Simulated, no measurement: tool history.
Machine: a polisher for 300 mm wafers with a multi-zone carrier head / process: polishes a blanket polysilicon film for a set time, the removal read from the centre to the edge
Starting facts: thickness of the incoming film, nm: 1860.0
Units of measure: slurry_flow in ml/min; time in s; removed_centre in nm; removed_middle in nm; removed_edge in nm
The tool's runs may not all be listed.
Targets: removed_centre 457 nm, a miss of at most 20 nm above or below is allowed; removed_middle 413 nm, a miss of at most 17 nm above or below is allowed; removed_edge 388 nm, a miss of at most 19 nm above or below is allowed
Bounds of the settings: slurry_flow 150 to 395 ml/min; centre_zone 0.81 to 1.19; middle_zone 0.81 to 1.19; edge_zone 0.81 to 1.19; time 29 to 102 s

run	day	slurry_flow	centre_zone	middle_zone	edge_zone	time	removed_centre	removed_middle	removed_edge
1	0	250	1	1	1	65	590.41	574.47	599.25
2	0.288	255	1.02	1.01	0.97	59	552.19	527.35	517.52
3	0.404	255	1.02	1.01	0.93	59	546.94	534.61	520.94
4	0.725	255	1.02	0.93	0.93	59	542.48	504.8	513.15
5	0.804	255	1.02	0.93	0.93	65	601.64	551.48	563.59
6	1.154	260	1.03	0.93	0.91	60	565.03	496.84	518.05
7	1.354	255	1.04	0.95	0.89	56	523.63	478.89	479.7
8	1.575	255	1.11	0.96	0.81	43	427.23	375.75	344.71
9	1.612	260	1.11	0.97	0.83	44	449.18	380.43	375.65
10	1.821	260	1.11	0.98	0.83	44	434.29	377	352.29

Pick the move, out of 4, that brings all results within their allowed miss; only one does.
A	2.029	225	1.16	0.81	1.03	43	?	?	?
B	2.029	310	1.05	1.01	0.81	44	?	?	?
C	2.029	240	1.1	0.99	0.83	47	?	?	?
D	2.029	285	1.13	0.81	0.97	45	?	?	?

move	removed_centre	removed_middle	removed_edge
A	434.18	329.08	384.63
B	424.35	402.26	357.89
C	459.19	415.48	380.92
D	454.61	350.75	396.4
A: misses by more than the last run did
B: puts the biggest miss on target and leaves a different result outside tolerance
C: meets every target
D: misses by more than the last run did
C meets every target.
